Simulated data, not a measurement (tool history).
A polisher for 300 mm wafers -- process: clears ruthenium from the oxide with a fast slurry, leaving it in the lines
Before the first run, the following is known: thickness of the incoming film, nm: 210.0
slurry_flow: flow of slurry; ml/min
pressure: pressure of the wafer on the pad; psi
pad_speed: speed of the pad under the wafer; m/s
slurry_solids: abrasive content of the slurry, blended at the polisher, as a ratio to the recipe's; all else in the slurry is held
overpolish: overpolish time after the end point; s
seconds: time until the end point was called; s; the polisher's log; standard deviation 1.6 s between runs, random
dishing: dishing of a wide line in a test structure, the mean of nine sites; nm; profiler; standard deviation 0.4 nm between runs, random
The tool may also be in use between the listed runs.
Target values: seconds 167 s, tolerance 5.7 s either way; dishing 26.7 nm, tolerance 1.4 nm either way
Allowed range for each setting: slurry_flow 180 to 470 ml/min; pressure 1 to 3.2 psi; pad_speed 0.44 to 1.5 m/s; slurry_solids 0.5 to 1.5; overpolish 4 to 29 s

| run | hour | slurry_flow | pressure | pad_speed | slurry_solids | overpolish | seconds | dishing |
|---|---|---|---|---|---|---|---|---|
| 1 | 0 | 300 | 2.1 | 0.96 | 1 | 15 | 94.74 | 30.562 |
| 2 | 6.9 | 300 | 2.1 | 0.96 | 1 | 19 | 93.346 | 38.235 |
| 3 | 14.6 | 300 | 2.1 | 0.96 | 1 | 22 | 93.335 | 43.393 |
| 4 | 19 | 300 | 1.8 | 0.94 | 1 | 22 | 110.62 | 38.299 |
| 5 | 24 | 300 | 1.8 | 0.94 | 1 | 26 | 109.04 | 44.843 |
| 6 | 25.1 | 300 | 2.3 | 0.94 | 1 | 26 | 89.145 | 55.089 |
| 7 | 27.5 | 300 | 1.7 | 0.82 | 1 | 24 | 126.33 | 35.88 |
| 8 | 34.5 | 295 | 1.1 | 0.8 | 1 | 23 | 197.8 | 22.923 |
| 9 | 43.5 | 315 | 1.4 | 0.8 | 1 | 23 | 154.71 | 28.462 |
| 10 | 46.6 | 300 | 1.4 | 0.8 | 1 | 23 | 155.96 | 28.117 |
| 11 | 52.3 | 285 | 1.4 | 0.8 | 1 | 23 | 154.44 | 28.726 |
| 12 | 55.3 | 295 | 1.4 | 0.8 | 1 | 23 | 153.73 | 28.747 |
| 13 | 62.5 | 295 | 1.4 | 0.8 | 1 | 23 | 155.14 | 28.351 |

Of the 5 settings listed for the next run, only one would bring every result within its allowed miss of target. Which one?
| A | 69.7 | 180 | 1.5 | 0.88 | 0.9 | 19 | ? | ? |
| B | 69.7 | 330 | 1.8 | 0.7 | 0.7 | 21 | ? | ? |
| C | 69.7 | 305 | 1.3 | 0.72 | 1.1 | 23 | ? | ? |
| D | 69.7 | 345 | 1.5 | 0.74 | 1.15 | 18 | ? | ? |
| E | 69.7 | 280 | 1.6 | 0.74 | 0.95 | 22 | ? | ? |

| move | seconds | dishing |
|---|---|---|
| A | 155.66 | 24.077 |
| B | 153.92 | 26.746 |
| C | 171.02 | 26.386 |
| D | 142.78 | 24.824 |
| E | 148.08 | 28.973 |
A: neither nearer nor further off than the last run
B: lands further from the targets than the last run did
C: hits every target within its allowed miss
D: lands further from the targets than the last run did
E: lands further from the targets than the last run did
Go with C: it meets all targets.
